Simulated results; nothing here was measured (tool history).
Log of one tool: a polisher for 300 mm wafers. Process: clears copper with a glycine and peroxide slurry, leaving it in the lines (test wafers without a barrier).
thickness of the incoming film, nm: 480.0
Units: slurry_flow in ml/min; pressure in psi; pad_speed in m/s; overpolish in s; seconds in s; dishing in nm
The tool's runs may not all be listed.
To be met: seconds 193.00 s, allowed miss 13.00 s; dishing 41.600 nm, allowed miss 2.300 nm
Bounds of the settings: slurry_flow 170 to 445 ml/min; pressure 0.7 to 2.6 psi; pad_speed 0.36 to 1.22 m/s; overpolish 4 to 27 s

run,hour,slurry_flow,pressure,pad_speed,overpolish,seconds,dishing
1,0.0,285,1.6,0.78,14,135.78,40.414
2,2.7,230,1.6,0.78,14,133.69,39.207
3,10.3,230,1.4,0.78,14,148.73,35.183
4,17.1,230,1.4,0.92,14,135.69,39.194
5,21.8,230,1.3,0.92,15,139.81,39.604
6,28.7,230,1.2,0.90,16,149.32,39.610
7,34.9,230,1.2,0.90,17,150.40,41.993
8,41.2,230,0.9,0.88,19,181.95,38.250

Which of these 5 next moves meets every target?
A,47.5,215,1.0,0.54,22,?,?
B,47.5,320,0.9,0.74,18,?,?
C,47.5,195,0.9,0.82,22,?,?
D,47.5,255,0.9,0.74,19,?,?
E,47.5,200,1.0,0.98,16,?,?

move,seconds,dishing
A,223.81,37.354
B,193.75,34.997
C,192.74,41.645
D,197.76,36.047
E,162.57,36.504
A: further off than the last run
B: further off than the last run
C: meets every target
D: further off than the last run
E: further off than the last run
Move C is the one to make.
